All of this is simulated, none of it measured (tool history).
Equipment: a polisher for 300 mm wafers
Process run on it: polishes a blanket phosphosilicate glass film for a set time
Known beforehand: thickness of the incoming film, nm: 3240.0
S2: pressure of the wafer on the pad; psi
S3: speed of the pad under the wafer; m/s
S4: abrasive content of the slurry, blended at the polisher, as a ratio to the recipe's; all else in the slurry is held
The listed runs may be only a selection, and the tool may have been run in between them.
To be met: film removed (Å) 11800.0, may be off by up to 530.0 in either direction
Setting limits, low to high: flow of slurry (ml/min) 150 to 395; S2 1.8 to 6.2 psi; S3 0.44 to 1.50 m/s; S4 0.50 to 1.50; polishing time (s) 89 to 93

run 1 hour=0.0 | flow_of_slurry_(ml/min)=250 S2=4.0 S3=0.96 S4=1.00 polishing_time_(s)=89 | film_removed_(Å)=7949.0
run 2 hour=0.9 | flow_of_slurry_(ml/min)=250 S2=4.0 S3=0.74 S4=1.00 polishing_time_(s)=89 | film_removed_(Å)=6731.6
run 3 hour=7.8 | flow_of_slurry_(ml/min)=250 S2=4.0 S3=0.74 S4=1.00 polishing_time_(s)=93 | film_removed_(Å)=7196.5
run 4 hour=14.7 | flow_of_slurry_(ml/min)=250 S2=4.7 S3=0.74 S4=1.00 polishing_time_(s)=93 | film_removed_(Å)=8457.1
run 5 hour=23.0 | flow_of_slurry_(ml/min)=250 S2=4.7 S3=0.74 S4=1.00 polishing_time_(s)=93 | film_removed_(Å)=8539.9
run 6 hour=29.6 | flow_of_slurry_(ml/min)=250 S2=5.0 S3=0.74 S4=1.00 polishing_time_(s)=93 | film_removed_(Å)=8779.3
run 7 hour=34.9 | flow_of_slurry_(ml/min)=250 S2=5.3 S3=0.76 S4=1.00 polishing_time_(s)=93 | film_removed_(Å)=9767.3
run 8 hour=40.4 | flow_of_slurry_(ml/min)=250 S2=5.3 S3=0.76 S4=1.00 polishing_time_(s)=93 | film_removed_(Å)=9469.6
run 9 hour=46.9 | flow_of_slurry_(ml/min)=250 S2=5.5 S3=0.78 S4=1.00 polishing_time_(s)=93 | film_removed_(Å)=10156.0
run 10 hour=51.8 | flow_of_slurry_(ml/min)=250 S2=5.7 S3=0.78 S4=1.00 polishing_time_(s)=93 | film_removed_(Å)=10614.0
run 11 hour=55.9 | flow_of_slurry_(ml/min)=250 S2=5.8 S3=0.78 S4=1.00 polishing_time_(s)=93 | film_removed_(Å)=10641.0

Pick the move, out of 5, that brings all results within their allowed miss; only one does.
run A hour=60.0 | flow_of_slurry_(ml/min)=235 S2=6.1 S3=0.72 S4=1.00 polishing_time_(s)=93 | film_removed_(Å)=?
run B hour=60.0 | flow_of_slurry_(ml/min)=320 S2=5.6 S3=0.66 S4=1.05 polishing_time_(s)=89 | film_removed_(Å)=?
run C hour=60.0 | flow_of_slurry_(ml/min)=185 S2=6.2 S3=0.84 S4=0.70 polishing_time_(s)=93 | film_removed_(Å)=?
run D hour=60.0 | flow_of_slurry_(ml/min)=260 S2=6.2 S3=0.84 S4=1.05 polishing_time_(s)=91 | film_removed_(Å)=?
run E hour=60.0 | flow_of_slurry_(ml/min)=275 S2=6.2 S3=0.94 S4=1.05 polishing_time_(s)=93 | film_removed_(Å)=?

move=A film_removed_(Å)=10546.0
move=B film_removed_(Å)=9239.2
move=C film_removed_(Å)=10013.0
move=D film_removed_(Å)=11742.0
move=E film_removed_(Å)=12878.0
A: misses by more than the last run did
B: misses by more than the last run did
C: misses by more than the last run did
D: hits every target within its allowed miss
E: pushes the last run's worst result past its target
Answer: D
